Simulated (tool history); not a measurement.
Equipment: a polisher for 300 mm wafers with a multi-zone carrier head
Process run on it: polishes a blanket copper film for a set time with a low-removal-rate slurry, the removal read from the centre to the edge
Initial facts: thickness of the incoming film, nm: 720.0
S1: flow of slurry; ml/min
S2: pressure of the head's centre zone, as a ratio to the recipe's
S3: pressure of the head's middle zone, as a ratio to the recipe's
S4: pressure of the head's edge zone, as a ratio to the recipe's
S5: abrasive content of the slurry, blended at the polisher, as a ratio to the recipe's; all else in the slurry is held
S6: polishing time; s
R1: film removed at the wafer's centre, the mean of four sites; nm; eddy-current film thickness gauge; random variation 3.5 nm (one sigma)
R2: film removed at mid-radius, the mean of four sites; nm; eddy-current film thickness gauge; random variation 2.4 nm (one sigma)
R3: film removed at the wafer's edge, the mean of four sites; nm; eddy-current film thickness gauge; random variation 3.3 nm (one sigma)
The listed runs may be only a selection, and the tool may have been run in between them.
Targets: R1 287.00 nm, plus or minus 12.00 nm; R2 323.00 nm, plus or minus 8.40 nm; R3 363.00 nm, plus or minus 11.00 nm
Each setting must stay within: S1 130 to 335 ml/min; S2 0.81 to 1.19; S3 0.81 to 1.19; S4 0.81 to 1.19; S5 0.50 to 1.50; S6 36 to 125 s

run	hour	S1	S2	S3	S4	S5	S6	R1	R2	R3
1	0.0	215	1.00	1.00	1.00	1.00	80	258.01	254.59	255.90
2	8.7	215	1.00	1.00	1.00	1.10	80	260.03	255.41	260.22
3	15.2	250	1.00	1.00	1.00	1.10	80	265.00	260.11	262.33
4	24.1	240	0.96	1.00	1.05	1.20	85	270.53	278.57	289.86
5	25.5	240	1.00	1.00	1.05	1.20	85	286.12	280.25	286.62
6	26.1	240	1.00	0.92	1.05	1.20	85	286.44	262.73	290.24
7	28.4	240	0.96	0.94	1.08	1.30	88	286.53	279.65	306.95
8	29.5	245	0.93	0.95	1.11	1.35	91	289.05	292.30	319.25
9	37.4	245	0.90	0.95	1.13	1.40	94	286.65	311.81	336.87
10	39.1	250	0.89	0.94	1.15	1.45	95	298.03	310.62	357.81
11	40.6	250	0.88	0.95	1.15	1.45	95	283.62	310.00	350.26

Exercise: of the 4 proposed moves below, exactly one satisfies all targets within the stated allowed misses. Which move is it?
A	42.1	205	0.84	0.94	1.12	1.15	106	?	?	?
B	42.1	270	0.91	0.90	1.19	1.45	91	?	?	?
C	42.1	235	0.91	0.93	1.18	1.50	94	?	?	?
D	42.1	220	0.88	0.91	1.03	1.45	95	?	?	?

move	R1	R2	R3
A	288.85	321.84	363.95
B	290.46	286.72	344.09
C	296.07	300.82	351.06
D	284.69	294.28	327.15
A: hits every target within its allowed miss
B: misses by more than the last run did
C: misses by more than the last run did
D: misses by more than the last run did
Answer: A

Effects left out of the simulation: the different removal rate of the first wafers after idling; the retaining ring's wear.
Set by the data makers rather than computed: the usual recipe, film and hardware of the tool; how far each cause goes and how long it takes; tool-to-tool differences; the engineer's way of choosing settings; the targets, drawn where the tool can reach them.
